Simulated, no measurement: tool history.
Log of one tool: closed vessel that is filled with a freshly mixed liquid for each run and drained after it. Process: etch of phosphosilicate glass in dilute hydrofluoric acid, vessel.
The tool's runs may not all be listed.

run	day	temperature setpoint of the liquid (°C)	parts of water to one part of 49 % hydrofluoric acid (parts by volume)	time in the liquid (s)	thickness taken off the phosphosilicate glass on a monitor wafer (nm)
1	0	25	195	95	52.404
2	0.112	27.5	170	95	67.146
3	0.171	26	170	95	62.955
4	0.288	23	170	95	56.374
5	0.429	23	145	95	67.988
6	0.612	21.5	145	95	64.934
7	0.754	21.5	145	95	64.381
8	0.925	24.5	135	95	78.382
9	1.021	27	130	95	91.002
# day 1.3: thermometer replaced
10	1.3	28.5	130	95	88.379
11	1.429	29.5	120	95	102.71
12	1.771	30.5	120	95	107.07
13	1.962	31	120	95	107.7
14	2.304	31.5	120	95	110.58

Run 15 comes next. What will it give?
15	2.383	32	120	95	?

Run 15 gave thickness taken off the phosphosilicate glass on a monitor wafer (nm) 111.31.
